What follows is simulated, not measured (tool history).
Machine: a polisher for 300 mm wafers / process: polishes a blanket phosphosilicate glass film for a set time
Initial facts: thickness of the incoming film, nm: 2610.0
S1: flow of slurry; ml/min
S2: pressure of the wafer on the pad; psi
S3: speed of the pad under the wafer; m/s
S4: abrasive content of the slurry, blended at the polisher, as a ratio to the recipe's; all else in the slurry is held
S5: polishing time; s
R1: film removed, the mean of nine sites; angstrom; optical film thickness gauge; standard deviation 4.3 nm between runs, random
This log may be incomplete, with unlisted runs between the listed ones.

run,hour,S1,S2,S3,S4,S5,R1
1,0,310,2.6,1.16,1,59,5132
2,1.2,310,2.4,1.14,1,59,4707.3
3,7,310,2.4,1.4,1,59,5391.5
4,8.5,340,2.4,1.4,1,59,5487.4
5,11.5,340,2.3,1.36,1,59,5246.9
6,15,340,2.2,1.32,1,59,4848.3
7,23.5,340,2.1,1.3,1,59,4628.3
8,31.8,340,2,1.28,1,59,4354.6

Run 9 has not been measured yet. What should we expect?
9,34.2,340,1.9,1.26,1,59,?

R1: 4218.5 angstrom
